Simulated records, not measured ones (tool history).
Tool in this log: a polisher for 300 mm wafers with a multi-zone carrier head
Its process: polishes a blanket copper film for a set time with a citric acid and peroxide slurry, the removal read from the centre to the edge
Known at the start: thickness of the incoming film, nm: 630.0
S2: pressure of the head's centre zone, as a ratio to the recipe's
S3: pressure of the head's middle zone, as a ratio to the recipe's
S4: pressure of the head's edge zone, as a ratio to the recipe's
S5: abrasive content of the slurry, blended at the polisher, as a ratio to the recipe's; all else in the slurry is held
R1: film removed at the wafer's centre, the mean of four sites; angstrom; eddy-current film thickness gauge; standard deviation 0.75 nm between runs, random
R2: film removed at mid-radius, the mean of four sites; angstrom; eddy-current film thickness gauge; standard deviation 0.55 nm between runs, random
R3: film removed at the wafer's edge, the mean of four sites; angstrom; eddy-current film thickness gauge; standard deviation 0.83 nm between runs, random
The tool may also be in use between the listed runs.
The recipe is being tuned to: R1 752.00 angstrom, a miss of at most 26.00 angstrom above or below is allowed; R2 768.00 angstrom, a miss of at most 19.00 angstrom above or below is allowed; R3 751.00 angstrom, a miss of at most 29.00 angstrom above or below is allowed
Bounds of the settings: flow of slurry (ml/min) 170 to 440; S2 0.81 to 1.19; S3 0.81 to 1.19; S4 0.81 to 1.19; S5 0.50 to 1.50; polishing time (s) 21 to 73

Run 1, hour 0.0: flow of slurry (ml/min) 280, S2 1.00, S3 1.00, S4 1.00, S5 1.00, polishing time (s) 47. Result: R1 1190.00 angstrom, R2 1170.40 angstrom, R3 1214.50 angstrom.
Run 2, hour 5.0: flow of slurry (ml/min) 280, S2 1.04, S3 1.00, S4 1.00, S5 1.00, polishing time (s) 47. Result: R1 1268.70 angstrom, R2 1172.00 angstrom, R3 1222.70 angstrom.
Run 3, hour 7.7: flow of slurry (ml/min) 280, S2 1.04, S3 1.00, S4 1.00, S5 0.85, polishing time (s) 47. Result: R1 1190.70 angstrom, R2 1133.40 angstrom, R3 1181.60 angstrom.
Run 4, hour 11.3: flow of slurry (ml/min) 280, S2 1.04, S3 1.00, S4 0.98, S5 0.80, polishing time (s) 45. Result: R1 1115.80 angstrom, R2 1065.40 angstrom, R3 1109.60 angstrom.
Run 5, hour 15.5: flow of slurry (ml/min) 285, S2 1.04, S3 1.00, S4 0.96, S5 0.75, polishing time (s) 43. Result: R1 1058.00 angstrom, R2 1024.90 angstrom, R3 1027.60 angstrom.
At hour 23.4: slurry nozzle cleaned.
Run 6, hour 23.4: flow of slurry (ml/min) 290, S2 1.03, S3 0.99, S4 0.94, S5 0.70, polishing time (s) 42. Result: R1 1062.40 angstrom, R2 1002.10 angstrom, R3 1013.70 angstrom.
Run 7, hour 28.0: flow of slurry (ml/min) 285, S2 1.02, S3 0.99, S4 0.94, S5 0.65, polishing time (s) 41. Result: R1 1004.20 angstrom, R2 971.76 angstrom, R3 960.34 angstrom.
Run 8, hour 34.0: flow of slurry (ml/min) 275, S2 1.00, S3 0.98, S4 0.93, S5 0.65, polishing time (s) 40. Result: R1 966.60 angstrom, R2 933.62 angstrom, R3 929.73 angstrom.
Run 9, hour 35.2: flow of slurry (ml/min) 265, S2 0.98, S3 0.97, S4 0.92, S5 0.65, polishing time (s) 39. Result: R1 914.55 angstrom, R2 889.76 angstrom, R3 915.72 angstrom.
Run 10, hour 42.9: flow of slurry (ml/min) 265, S2 0.97, S3 0.97, S4 0.91, S5 0.65, polishing time (s) 38. Result: R1 875.79 angstrom, R2 878.21 angstrom, R3 879.54 angstrom.
Run 11, hour 45.9: flow of slurry (ml/min) 260, S2 0.96, S3 0.97, S4 0.90, S5 0.65, polishing time (s) 38. Result: R1 863.23 angstrom, R2 867.75 angstrom, R3 875.46 angstrom.
Run 12, hour 53.7: flow of slurry (ml/min) 255, S2 0.96, S3 0.97, S4 0.89, S5 0.65, polishing time (s) 38. Result: R1 872.70 angstrom, R2 866.96 angstrom, R3 872.62 angstrom.
Run 13, hour 59.2: flow of slurry (ml/min) 255, S2 0.92, S3 0.96, S4 0.81, S5 0.50, polishing time (s) 33. Result: R1 671.80 angstrom, R2 713.29 angstrom, R3 679.85 angstrom.
Run 14, hour 63.2: flow of slurry (ml/min) 325, S2 0.97, S3 1.00, S4 0.91, S5 0.50, polishing time (s) 32. Result: R1 714.49 angstrom, R2 731.75 angstrom, R3 712.19 angstrom.

Which single option among these 4 for the next run brings every result within its allowed miss of target? Just one does.
Run A, hour 67.2: flow of slurry (ml/min) 270, S2 0.90, S3 0.92, S4 0.95, S5 0.50, polishing time (s) 33. Result: R1 ?, R2 ?, R3 ?.
Run B, hour 67.2: flow of slurry (ml/min) 270, S2 0.93, S3 0.98, S4 0.89, S5 0.55, polishing time (s) 32. Result: R1 ?, R2 ?, R3 ?.
Run C, hour 67.2: flow of slurry (ml/min) 310, S2 0.97, S3 1.01, S4 0.92, S5 0.55, polishing time (s) 33. Result: R1 ?, R2 ?, R3 ?.
Run D, hour 67.2: flow of slurry (ml/min) 280, S2 0.96, S3 0.89, S4 0.95, S5 0.90, polishing time (s) 32. Result: R1 ?, R2 ?, R3 ?.

move      R1      R2      R3
   A  667.78  685.58  749.88
   B  684.26  716.22  720.39
   C  748.93  769.05  762.81
   D  793.83  742.48  834.53
A: moves away from the targets compared with the last run
B: moves away from the targets compared with the last run
C: hits every target within its allowed miss
D: moves away from the targets compared with the last run
Answer: C
